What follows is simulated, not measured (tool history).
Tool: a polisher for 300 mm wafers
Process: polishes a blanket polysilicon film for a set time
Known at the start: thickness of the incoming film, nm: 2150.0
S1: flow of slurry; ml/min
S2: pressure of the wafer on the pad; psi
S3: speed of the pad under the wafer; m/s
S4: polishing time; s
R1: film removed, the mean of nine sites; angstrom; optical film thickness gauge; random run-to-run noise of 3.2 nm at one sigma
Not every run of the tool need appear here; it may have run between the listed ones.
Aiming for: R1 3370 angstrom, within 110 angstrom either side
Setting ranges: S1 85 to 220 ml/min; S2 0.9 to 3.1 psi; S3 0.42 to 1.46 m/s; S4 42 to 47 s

{"run": 1, "day": 0.0, "S1": 140, "S2": 2, "S3": 0.94, "S4": 47, "R1": 2716.1}
{"run": 2, "day": 0.067, "S1": 150, "S2": 2, "S3": 0.94, "S4": 47, "R1": 2825.7}
{"run": 3, "day": 0.158, "S1": 150, "S2": 1.7, "S3": 0.94, "S4": 47, "R1": 2398.3}
{"run": 4, "day": 0.283, "S1": 160, "S2": 1.8, "S3": 0.94, "S4": 47, "R1": 2547.3}
{"run": 5, "day": 0.517, "S1": 165, "S2": 1.9, "S3": 0.94, "S4": 47, "R1": 2697.4}
{"run": 6, "day": 0.683, "S1": 165, "S2": 1.9, "S3": 1.08, "S4": 47, "R1": 3165.4}
{"run": 7, "day": 0.958, "S1": 170, "S2": 1.9, "S3": 1.08, "S4": 47, "R1": 3139.6}
{"run": 8, "day": 1.121, "S1": 175, "S2": 1.9, "S3": 1.08, "S4": 47, "R1": 3141.8}

Which one of the following 5 next-run settings gets every result inside its allowed miss? There is exactly one.
{"run": "A", "day": 1.283, "S1": 185, "S2": 2.4, "S3": 0.8, "S4": 46, "R1": "?"}
{"run": "B", "day": 1.283, "S1": 190, "S2": 1.6, "S3": 1.18, "S4": 44, "R1": "?"}
{"run": "C", "day": 1.283, "S1": 140, "S2": 1.8, "S3": 1.2, "S4": 43, "R1": "?"}
{"run": "D", "day": 1.283, "S1": 175, "S2": 2, "S3": 1.02, "S4": 44, "R1": "?"}
{"run": "E", "day": 1.283, "S1": 190, "S2": 2.1, "S3": 1.02, "S4": 47, "R1": "?"}

move=A R1=2944.9
move=B R1=2784
move=C R1=2939.1
move=D R1=2959.6
move=E R1=3356.6
A: the biggest miss grows against the last run
B: the biggest miss grows against the last run
C: the biggest miss grows against the last run
D: the biggest miss grows against the last run
E: hits every target within its allowed miss
E is the move that brings every result within its allowed miss.
